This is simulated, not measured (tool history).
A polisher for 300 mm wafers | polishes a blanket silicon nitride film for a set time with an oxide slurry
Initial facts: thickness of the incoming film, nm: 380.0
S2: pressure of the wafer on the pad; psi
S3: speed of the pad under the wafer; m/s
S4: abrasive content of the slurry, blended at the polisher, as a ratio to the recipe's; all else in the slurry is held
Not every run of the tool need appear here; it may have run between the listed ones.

{"run": 1, "day": 0.0, "flow of slurry (ml/min)": 140, "S2": 3.6, "S3": 0.98, "S4": 1, "polishing time (s)": 72, "film removed (angstrom)": 499.84}
{"run": 2, "day": 0.221, "flow of slurry (ml/min)": 140, "S2": 3.4, "S3": 0.98, "S4": 1, "polishing time (s)": 72, "film removed (angstrom)": 470.42}
{"run": 3, "day": 0.292, "flow of slurry (ml/min)": 140, "S2": 3.3, "S3": 0.98, "S4": 1, "polishing time (s)": 72, "film removed (angstrom)": 455.48}
{"run": 4, "day": 0.571, "flow of slurry (ml/min)": 140, "S2": 3.3, "S3": 0.98, "S4": 0.85, "polishing time (s)": 72, "film removed (angstrom)": 432.04}
{"run": 5, "day": 0.896, "flow of slurry (ml/min)": 140, "S2": 3.3, "S3": 1.2, "S4": 0.85, "polishing time (s)": 72, "film removed (angstrom)": 506.22}
{"run": 6, "day": 1.104, "flow of slurry (ml/min)": 140, "S2": 3.3, "S3": 1.04, "S4": 0.85, "polishing time (s)": 72, "film removed (angstrom)": 459.73}
{"run": 7, "day": 1.333, "flow of slurry (ml/min)": 140, "S2": 3.2, "S3": 1.04, "S4": 0.85, "polishing time (s)": 72, "film removed (angstrom)": 449.22}
{"run": 8, "day": 1.421, "flow of slurry (ml/min)": 140, "S2": 3.1, "S3": 1.04, "S4": 0.85, "polishing time (s)": 72, "film removed (angstrom)": 445.89}

Estimate the outcome of run 9 from the log above:
{"run": 9, "day": 1.546, "flow of slurry (ml/min)": 130, "S2": 2.7, "S3": 1.04, "S4": 0.85, "polishing time (s)": 72, "film removed (angstrom)": "?"}

{"run 9": {"film removed (angstrom)": 370.8}}
